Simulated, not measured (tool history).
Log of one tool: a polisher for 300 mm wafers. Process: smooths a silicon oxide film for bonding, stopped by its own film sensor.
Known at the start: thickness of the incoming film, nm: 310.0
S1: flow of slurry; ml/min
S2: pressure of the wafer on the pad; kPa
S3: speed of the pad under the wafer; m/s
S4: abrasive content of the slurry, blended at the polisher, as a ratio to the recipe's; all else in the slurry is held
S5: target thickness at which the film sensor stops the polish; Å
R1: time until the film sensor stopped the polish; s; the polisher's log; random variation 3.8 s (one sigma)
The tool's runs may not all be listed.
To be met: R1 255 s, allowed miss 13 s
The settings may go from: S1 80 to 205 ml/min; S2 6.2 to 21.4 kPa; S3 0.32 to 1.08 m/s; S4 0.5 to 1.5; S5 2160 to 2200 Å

| run | hour | S1 | S2 | S3 | S4 | S5 | R1 |
|---|---|---|---|---|---|---|---|
| 1 | 0 | 135 | 13.8 | 0.7 | 1 | 2200 | 155.36 |
| 2 | 3.3 | 150 | 13.8 | 0.7 | 1 | 2200 | 154.11 |
| 3 | 10.4 | 135 | 13.8 | 0.7 | 1 | 2200 | 160.16 |
| 4 | 19 | 130 | 11.7 | 0.7 | 1 | 2200 | 178.03 |
| 5 | 23.7 | 130 | 11.7 | 0.78 | 1 | 2200 | 163.38 |
| 6 | 25.2 | 130 | 9.7 | 0.74 | 1 | 2200 | 185.24 |
| 7 | 28.9 | 130 | 8.3 | 0.7 | 1 | 2200 | 213.2 |
| 8 | 34 | 130 | 7.6 | 0.68 | 1 | 2200 | 226.35 |
| 9 | 41.5 | 130 | 6.9 | 0.66 | 1 | 2200 | 233.45 |

Which of these 5 next moves meets every target?
| A | 49 | 125 | 6.9 | 0.54 | 1 | 2200 | ? |
| B | 49 | 105 | 8.3 | 0.56 | 0.8 | 2180 | ? |
| C | 49 | 130 | 7.6 | 0.44 | 1.1 | 2190 | ? |
| D | 49 | 120 | 6.2 | 0.64 | 1.25 | 2160 | ? |
| E | 49 | 150 | 6.2 | 0.52 | 1.05 | 2200 | ? |

| move | R1 |
|---|---|
| A | 273.18 |
| B | 280.34 |
| C | 286.96 |
| D | 247.61 |
| E | 281.2 |
A: takes the result that was furthest off past its target
B: takes the result that was furthest off past its target
C: takes the result that was furthest off past its target
D: meets every target
E: takes the result that was furthest off past its target
The right move is D.
